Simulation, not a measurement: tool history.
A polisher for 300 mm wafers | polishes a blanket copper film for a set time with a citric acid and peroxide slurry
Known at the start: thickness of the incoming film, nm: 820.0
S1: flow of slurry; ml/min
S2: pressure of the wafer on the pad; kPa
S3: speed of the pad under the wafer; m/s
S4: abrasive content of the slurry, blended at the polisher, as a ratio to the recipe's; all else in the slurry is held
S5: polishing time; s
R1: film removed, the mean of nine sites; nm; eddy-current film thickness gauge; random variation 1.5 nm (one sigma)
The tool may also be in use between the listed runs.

{"run": 1, "hour": 0.0, "S1": 305, "S2": 29.0, "S3": 1.1, "S4": 1.0, "S5": 102, "R1": 293.09}
{"run": 2, "hour": 1.6, "S1": 305, "S2": 29.0, "S3": 1.1, "S4": 1.2, "S5": 102, "R1": 303.17}
{"run": 3, "hour": 3.7, "S1": 305, "S2": 29.0, "S3": 1.1, "S4": 1.2, "S5": 102, "R1": 301.22}
{"run": 4, "hour": 10.0, "S1": 305, "S2": 29.0, "S3": 0.94, "S4": 1.2, "S5": 102, "R1": 268.7}
{"run": 5, "hour": 16.4, "S1": 300, "S2": 23.4, "S3": 0.8, "S4": 1.2, "S5": 102, "R1": 190.17}
{"run": 6, "hour": 24.8, "S1": 300, "S2": 23.4, "S3": 0.8, "S4": 1.2, "S5": 102, "R1": 192.97}
{"run": 7, "hour": 29.0, "S1": 300, "S2": 20.0, "S3": 0.74, "S4": 1.2, "S5": 102, "R1": 154.16}

The next listed run, before its measurement:
{"run": 8, "hour": 34.1, "S1": 300, "S2": 13.1, "S3": 0.72, "S4": 1.2, "S5": 102, "R1": "?"}

Run 8 gave R1 103.77 nm.

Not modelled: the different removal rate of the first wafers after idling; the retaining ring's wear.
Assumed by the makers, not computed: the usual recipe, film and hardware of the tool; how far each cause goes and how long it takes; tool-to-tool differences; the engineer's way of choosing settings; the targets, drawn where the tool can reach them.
